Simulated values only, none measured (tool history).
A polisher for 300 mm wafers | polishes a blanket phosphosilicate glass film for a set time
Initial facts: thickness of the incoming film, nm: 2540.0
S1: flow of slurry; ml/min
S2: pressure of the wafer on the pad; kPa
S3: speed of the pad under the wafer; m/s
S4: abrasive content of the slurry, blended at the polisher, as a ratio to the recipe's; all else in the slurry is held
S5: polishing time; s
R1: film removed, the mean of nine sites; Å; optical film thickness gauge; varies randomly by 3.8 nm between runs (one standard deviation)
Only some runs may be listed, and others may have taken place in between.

Run 1, hour 0: S1 230 ml/min, S2 24.8 kPa, S3 1.06 m/s, S4 1, S5 38 s. Result: R1 3553.8 Å.
Run 2, hour 6.8: S1 205 ml/min, S2 24.8 kPa, S3 1.06 m/s, S4 1, S5 38 s. Result: R1 3478.1 Å.
Run 3, hour 7.8: S1 205 ml/min, S2 24.8 kPa, S3 1.06 m/s, S4 1.2, S5 38 s. Result: R1 3774.4 Å.
Run 4, hour 15: S1 205 ml/min, S2 24.8 kPa, S3 0.86 m/s, S4 1.2, S5 38 s. Result: R1 3226.7 Å.
Run 5, hour 23.7: S1 215 ml/min, S2 26.9 kPa, S3 0.86 m/s, S4 1.2, S5 38 s. Result: R1 3497.7 Å.
Run 6, hour 25.7: S1 220 ml/min, S2 29 kPa, S3 0.86 m/s, S4 1.2, S5 38 s. Result: R1 3738.3 Å.
Run 7, hour 32: S1 225 ml/min, S2 30.3 kPa, S3 0.86 m/s, S4 1.2, S5 38 s. Result: R1 3969.1 Å.

For run 8, what comes out?
Run 8, hour 40.8: S1 230 ml/min, S2 31.7 kPa, S3 0.86 m/s, S4 1.2, S5 38 s. Result: R1 ?.

R1: 4073 Å
